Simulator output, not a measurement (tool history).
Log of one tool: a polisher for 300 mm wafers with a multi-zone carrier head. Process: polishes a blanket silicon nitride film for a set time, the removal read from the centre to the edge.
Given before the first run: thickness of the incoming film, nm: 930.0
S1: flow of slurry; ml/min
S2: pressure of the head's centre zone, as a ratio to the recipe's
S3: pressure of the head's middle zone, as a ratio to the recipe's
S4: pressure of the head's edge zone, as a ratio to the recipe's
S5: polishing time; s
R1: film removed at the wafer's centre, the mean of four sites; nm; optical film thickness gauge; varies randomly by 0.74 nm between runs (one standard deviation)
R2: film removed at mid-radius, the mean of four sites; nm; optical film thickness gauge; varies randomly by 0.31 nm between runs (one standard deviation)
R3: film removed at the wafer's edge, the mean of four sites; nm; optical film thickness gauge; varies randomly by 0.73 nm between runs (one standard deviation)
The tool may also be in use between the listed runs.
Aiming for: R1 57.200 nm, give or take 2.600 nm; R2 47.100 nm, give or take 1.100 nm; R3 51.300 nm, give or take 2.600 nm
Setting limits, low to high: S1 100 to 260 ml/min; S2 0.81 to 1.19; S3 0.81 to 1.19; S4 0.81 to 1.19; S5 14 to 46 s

run	hour	S1	S2	S3	S4	S5	R1	R2	R3
1	0.0	165	1.00	1.00	1.00	30	48.081	47.251	49.051
2	4.0	165	1.00	1.00	1.09	30	48.777	48.191	50.391
3	5.5	165	1.02	0.99	1.09	30	49.004	47.738	50.392
4	12.7	170	1.04	0.98	1.09	30	51.676	47.448	50.397
5	14.9	170	1.04	0.98	1.09	23	38.792	36.595	38.782
6	18.9	170	1.04	1.04	1.09	23	38.141	38.674	40.138
7	24.6	175	1.06	1.03	1.10	24	41.144	39.621	41.315
8	26.1	180	1.07	1.03	1.11	25	44.534	41.513	43.383
9	31.7	230	1.13	1.01	1.19	28	55.158	47.808	51.333
10	33.6	230	1.13	1.01	1.19	28	54.231	47.452	51.388
# hour 41.9: worn pad replaced by a new one
11	41.9	235	1.18	0.99	1.18	28	63.532	51.450	56.453
12	47.6	225	1.17	0.99	1.17	27	59.925	49.197	54.894
13	48.9	230	1.17	0.99	1.17	27	61.414	49.700	53.584
14	54.2	220	1.16	0.99	1.16	27	60.278	49.134	54.971

Exactly one of the 4 candidate moves below puts every result within its allowed miss. Which one?
A	59.5	215	1.18	0.90	1.14	28	?	?	?
B	59.5	110	1.10	0.96	1.19	32	?	?	?
C	59.5	225	1.17	0.98	1.15	26	?	?	?
D	59.5	175	1.19	0.87	1.17	30	?	?	?

move	R1	R2	R3
A	62.468	47.058	56.332
B	56.616	49.242	59.430
C	57.946	47.215	52.734
D	65.064	47.448	59.743
A: corrects the largest miss of the last run, while another result sits out of spec
B: the biggest miss grows against the last run
C: all results in spec
D: corrects the largest miss of the last run, while another result sits out of spec
The right move is C.

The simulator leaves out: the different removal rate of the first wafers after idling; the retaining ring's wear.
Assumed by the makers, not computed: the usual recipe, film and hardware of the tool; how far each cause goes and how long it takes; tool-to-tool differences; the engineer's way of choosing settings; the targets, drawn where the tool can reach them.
